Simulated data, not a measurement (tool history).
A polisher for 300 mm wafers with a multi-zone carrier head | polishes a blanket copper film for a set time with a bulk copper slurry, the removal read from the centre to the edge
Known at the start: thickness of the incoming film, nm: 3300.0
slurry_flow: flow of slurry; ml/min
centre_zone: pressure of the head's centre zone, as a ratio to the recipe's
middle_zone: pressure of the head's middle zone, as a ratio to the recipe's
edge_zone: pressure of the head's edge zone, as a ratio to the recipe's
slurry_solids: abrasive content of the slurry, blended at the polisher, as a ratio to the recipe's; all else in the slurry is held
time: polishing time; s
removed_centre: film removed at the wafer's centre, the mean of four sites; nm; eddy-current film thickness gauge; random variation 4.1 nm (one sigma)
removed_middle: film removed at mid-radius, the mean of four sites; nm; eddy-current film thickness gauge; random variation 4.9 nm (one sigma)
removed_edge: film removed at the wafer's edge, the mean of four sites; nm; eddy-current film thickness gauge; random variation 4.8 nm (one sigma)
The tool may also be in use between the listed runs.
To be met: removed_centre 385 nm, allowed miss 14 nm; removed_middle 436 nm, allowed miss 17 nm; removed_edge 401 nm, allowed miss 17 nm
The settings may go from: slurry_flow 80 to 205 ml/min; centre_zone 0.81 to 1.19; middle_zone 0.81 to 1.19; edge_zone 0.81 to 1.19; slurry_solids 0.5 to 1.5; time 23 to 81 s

| run | day | slurry_flow | centre_zone | middle_zone | edge_zone | slurry_solids | time | removed_centre | removed_middle | removed_edge |
|---|---|---|---|---|---|---|---|---|---|---|
| 1 | 0 | 135 | 1 | 1 | 1 | 1 | 52 | 286.18 | 324.67 | 316.2 |
| 2 | 0.171 | 140 | 1.01 | 1.01 | 1.01 | 1.05 | 52 | 291.5 | 324.95 | 316.94 |
| 3 | 0.512 | 140 | 1.01 | 1.02 | 1.01 | 1.1 | 53 | 303.45 | 342.04 | 333.06 |
| 4 | 0.783 | 145 | 1.02 | 1.04 | 1.02 | 1.15 | 53 | 305.4 | 341.2 | 330.85 |
| 5 | 1.033 | 145 | 1.02 | 1.04 | 1.02 | 1 | 53 | 299.84 | 341.82 | 320.29 |
|  | 1.071 | centre zone pressure recalibrated |
| 6 | 1.071 | 145 | 1.02 | 0.97 | 1.02 | 1 | 53 | 330.82 | 326.54 | 314.33 |
| 7 | 1.3 | 150 | 1.01 | 0.98 | 1.02 | 1.05 | 54 | 343.43 | 335.49 | 332.42 |
| 8 | 1.325 | 155 | 1.01 | 1 | 1.02 | 1.05 | 55 | 342.6 | 350.88 | 342.42 |
| 9 | 1.454 | 160 | 1.01 | 1.01 | 1.02 | 1.05 | 56 | 349.39 | 363.02 | 349.22 |

5 next moves are on the table. One of them brings every result within its allowed miss. Which?
| A | 1.583 | 125 | 1.04 | 1.18 | 0.85 | 0.75 | 66 | ? | ? | ? |
| B | 1.583 | 195 | 1.14 | 1.17 | 0.94 | 0.7 | 62 | ? | ? | ? |
| C | 1.583 | 165 | 1.03 | 1.06 | 1.01 | 0.95 | 65 | ? | ? | ? |
| D | 1.583 | 125 | 0.87 | 0.92 | 1.1 | 1.45 | 53 | ? | ? | ? |
| E | 1.583 | 130 | 0.97 | 1.09 | 1 | 0.75 | 69 | ? | ? | ? |

| move | removed_centre | removed_middle | removed_edge |
|---|---|---|---|
| A | 390.72 | 443.03 | 349.74 |
| B | 429.45 | 439.91 | 359.05 |
| C | 415.92 | 434.71 | 399.85 |
| D | 294.49 | 324.7 | 352.44 |
| E | 386.14 | 438.24 | 396.77 |
A: brings the result that was furthest off to its target, and leaves another outside
B: brings the result that was furthest off to its target, and leaves another outside
C: brings the result that was furthest off to its target, and leaves another outside
D: further off than the last run
E: meets every target
Move E is the one to make.
